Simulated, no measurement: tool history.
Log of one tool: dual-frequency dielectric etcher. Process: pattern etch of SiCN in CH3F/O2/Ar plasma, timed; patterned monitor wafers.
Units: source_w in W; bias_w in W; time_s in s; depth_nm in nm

run,hour,source_w,bias_w,time_s,depth_nm
1,0.0,390,81,35.0,13.120
2,4.7,390,75,35.0,12.746
3,7.9,390,88,35.0,13.546
4,9.7,360,84,35.0,12.828
5,18.4,330,82,35.0,12.315
6,26.8,330,92,35.0,12.794
7,28.2,310,89,35.0,12.335
8,29.8,290,87,35.0,11.874

Forecast run 9:
9,37.4,280,86,35.0,?

depth_nm: 11.625 nm
